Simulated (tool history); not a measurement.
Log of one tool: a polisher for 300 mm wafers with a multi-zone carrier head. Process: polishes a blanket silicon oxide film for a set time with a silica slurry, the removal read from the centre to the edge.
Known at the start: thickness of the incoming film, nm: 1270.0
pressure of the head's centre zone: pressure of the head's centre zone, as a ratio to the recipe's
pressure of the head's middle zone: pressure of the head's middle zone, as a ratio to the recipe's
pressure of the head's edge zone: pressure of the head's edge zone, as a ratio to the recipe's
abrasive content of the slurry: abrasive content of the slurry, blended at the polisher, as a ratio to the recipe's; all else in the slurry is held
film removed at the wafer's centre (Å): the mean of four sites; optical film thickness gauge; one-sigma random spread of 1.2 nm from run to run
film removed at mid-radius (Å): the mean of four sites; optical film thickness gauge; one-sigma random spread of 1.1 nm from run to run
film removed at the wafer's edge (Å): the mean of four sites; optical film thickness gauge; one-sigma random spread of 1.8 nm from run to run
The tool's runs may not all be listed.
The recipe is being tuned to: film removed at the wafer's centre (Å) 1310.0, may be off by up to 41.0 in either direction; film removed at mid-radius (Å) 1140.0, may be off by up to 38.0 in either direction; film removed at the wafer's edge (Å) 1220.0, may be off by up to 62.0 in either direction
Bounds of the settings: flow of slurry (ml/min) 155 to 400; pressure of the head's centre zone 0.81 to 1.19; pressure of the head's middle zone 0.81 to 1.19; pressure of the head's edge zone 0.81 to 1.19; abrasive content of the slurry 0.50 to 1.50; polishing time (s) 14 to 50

run  hour  flow of slurry (ml/min)  pressure of the head's centre zone  pressure of the head's middle zone  pressure of the head's edge zone  abrasive content of the slurry  polishing time (s)  film removed at the wafer's centre (Å)  film removed at mid-radius (Å)  film removed at the wafer's edge (Å)
  1   0.0                      255                                1.00                                1.00                              1.00                            1.00                  32                                  1644.4                          1536.1                                1618.1
  2   5.8                      255                                1.00                                0.98                              0.97                            0.90                  32                                  1541.1                          1426.8                                1468.1
  3  13.4                      250                                0.99                                0.94                              0.95                            0.90                  32                                  1532.1                          1385.0                                1493.4
  4  18.2                      250                                0.99                                0.93                              0.93                            0.85                  32                                  1462.3                          1329.7                                1388.8
  5  22.9                      250                                0.99                                0.93                              0.93                            1.05                  32                                  1660.9                          1513.5                                1567.1
  6  26.1                      250                                0.99                                0.93                              0.93                            1.05                  27                                  1381.2                          1287.8                                1332.4
  7  28.5                      245                                0.99                                0.91                              0.92                            1.05                  27                                  1375.7                          1270.4                                1341.8
  8  30.4                      240                                0.99                                0.89                              0.90                            1.05                  27                                  1387.1                          1259.2                                1319.1
  9  36.8                      240                                0.99                                0.87                              0.89                            1.05                  27                                  1408.5                          1207.4                                1334.6

Which one of the following 4 next-run settings gets every result inside its allowed miss? There is exactly one.
  A  43.2                      285                                1.06                                0.97                              0.81                            1.15                  22                                       ?                               ?                                     ?
  B  43.2                      260                                1.01                                0.89                              0.88                            1.10                  24                                       ?                               ?                                     ?
  C  43.2                      225                                0.99                                0.87                              0.96                            1.05                  27                                       ?                               ?                                     ?
  D  43.2                      335                                0.96                                0.88                              1.02                            0.95                  28                                       ?                               ?                                     ?

move  film removed at the wafer's centre (Å)  film removed at mid-radius (Å)  film removed at the wafer's edge (Å)
   A                                  1297.9                          1155.6                                1068.0
   B                                  1301.7                          1146.0                                1172.9
   C                                  1369.5                          1213.4                                1320.5
   D                                  1367.3                          1253.3                                1377.3
A: the worst result of the last run now meets its target, but another is out of spec
B: all results land within tolerance of their targets
C: an improvement on the last run, though not all results are within tolerance
D: moves away from the targets compared with the last run
The right move is B.

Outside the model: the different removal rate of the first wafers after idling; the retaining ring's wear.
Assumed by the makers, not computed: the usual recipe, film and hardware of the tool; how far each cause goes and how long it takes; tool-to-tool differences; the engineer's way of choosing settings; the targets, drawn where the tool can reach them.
